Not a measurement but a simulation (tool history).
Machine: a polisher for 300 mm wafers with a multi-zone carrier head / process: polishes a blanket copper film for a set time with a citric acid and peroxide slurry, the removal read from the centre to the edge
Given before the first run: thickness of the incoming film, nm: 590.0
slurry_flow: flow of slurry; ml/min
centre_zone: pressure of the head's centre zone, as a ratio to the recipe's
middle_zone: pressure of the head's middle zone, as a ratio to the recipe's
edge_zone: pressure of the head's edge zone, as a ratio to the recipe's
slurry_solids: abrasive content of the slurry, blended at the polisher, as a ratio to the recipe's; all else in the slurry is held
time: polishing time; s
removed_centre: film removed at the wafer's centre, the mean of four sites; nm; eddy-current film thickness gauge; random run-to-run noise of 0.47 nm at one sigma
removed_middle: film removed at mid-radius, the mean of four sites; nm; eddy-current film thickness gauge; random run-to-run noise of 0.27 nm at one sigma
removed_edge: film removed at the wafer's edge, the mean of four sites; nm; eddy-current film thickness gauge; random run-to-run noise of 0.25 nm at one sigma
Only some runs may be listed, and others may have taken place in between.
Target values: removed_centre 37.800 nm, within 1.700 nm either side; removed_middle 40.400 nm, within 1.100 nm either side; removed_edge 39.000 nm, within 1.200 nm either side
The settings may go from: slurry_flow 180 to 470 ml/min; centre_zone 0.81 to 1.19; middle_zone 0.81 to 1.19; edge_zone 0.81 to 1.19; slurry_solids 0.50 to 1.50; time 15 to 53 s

| run | hour | slurry_flow | centre_zone | middle_zone | edge_zone | slurry_solids | time | removed_centre | removed_middle | removed_edge |
|---|---|---|---|---|---|---|---|---|---|---|
| 1 | 0.0 | 300 | 1.00 | 1.00 | 1.00 | 1.00 | 34 | 79.798 | 77.728 | 77.025 |
| 2 | 6.1 | 300 | 1.00 | 1.00 | 1.00 | 0.90 | 34 | 76.812 | 76.041 | 75.576 |
| 3 | 7.4 | 295 | 0.98 | 0.99 | 0.96 | 0.80 | 29 | 64.520 | 62.491 | 61.180 |
| 4 | 11.6 | 295 | 0.98 | 0.99 | 0.96 | 0.60 | 29 | 58.751 | 58.007 | 57.175 |
| 5 | 18.0 | 285 | 0.93 | 0.98 | 0.93 | 0.55 | 26 | 48.808 | 50.064 | 48.912 |
| 6 | 24.1 | 275 | 0.90 | 0.96 | 0.90 | 0.55 | 25 | 45.102 | 47.039 | 45.846 |
| 7 | 32.6 | 265 | 0.88 | 0.95 | 0.87 | 0.55 | 24 | 42.263 | 44.569 | 43.824 |
| 8 | 36.8 | 265 | 0.87 | 0.95 | 0.85 | 0.55 | 23 | 40.225 | 42.480 | 41.328 |
| 9 | 41.0 | 260 | 0.86 | 0.95 | 0.84 | 0.55 | 23 | 39.898 | 42.613 | 40.949 |
| 10 | 49.4 | 255 | 0.85 | 0.94 | 0.83 | 0.55 | 23 | 37.823 | 42.332 | 40.315 |
| 11 | 51.2 | 250 | 0.86 | 0.93 | 0.82 | 0.55 | 23 | 38.449 | 41.808 | 40.762 |
| 12 | 55.1 | 255 | 0.86 | 0.93 | 0.82 | 0.55 | 23 | 39.343 | 41.852 | 40.396 |
| 13 | 63.8 | 250 | 0.86 | 0.93 | 0.82 | 0.55 | 23 | 38.849 | 41.245 | 40.865 |
| 14 | 69.0 | 255 | 0.86 | 0.93 | 0.82 | 0.55 | 23 | 38.747 | 42.094 | 40.448 |

Pick the move, out of 4, that brings all results within their allowed miss; only one does.
| A | 74.2 | 215 | 0.81 | 0.89 | 0.83 | 0.55 | 26 | ? | ? | ? |
| B | 74.2 | 205 | 0.83 | 0.86 | 0.86 | 0.55 | 25 | ? | ? | ? |
| C | 74.2 | 205 | 0.89 | 0.97 | 0.86 | 0.50 | 23 | ? | ? | ? |
| D | 74.2 | 320 | 0.82 | 1.00 | 0.81 | 0.65 | 21 | ? | ? | ? |

| move | removed_centre | removed_middle | removed_edge |
|---|---|---|---|
| A | 40.485 | 44.603 | 45.206 |
| B | 39.540 | 41.356 | 43.919 |
| C | 38.053 | 40.956 | 39.306 |
| D | 36.644 | 43.686 | 39.193 |
A: the biggest miss grows against the last run
B: the worst result of the last run now meets its target, but another is out of spec
C: all results land within tolerance of their targets
D: the biggest miss grows against the last run
C meets every target.

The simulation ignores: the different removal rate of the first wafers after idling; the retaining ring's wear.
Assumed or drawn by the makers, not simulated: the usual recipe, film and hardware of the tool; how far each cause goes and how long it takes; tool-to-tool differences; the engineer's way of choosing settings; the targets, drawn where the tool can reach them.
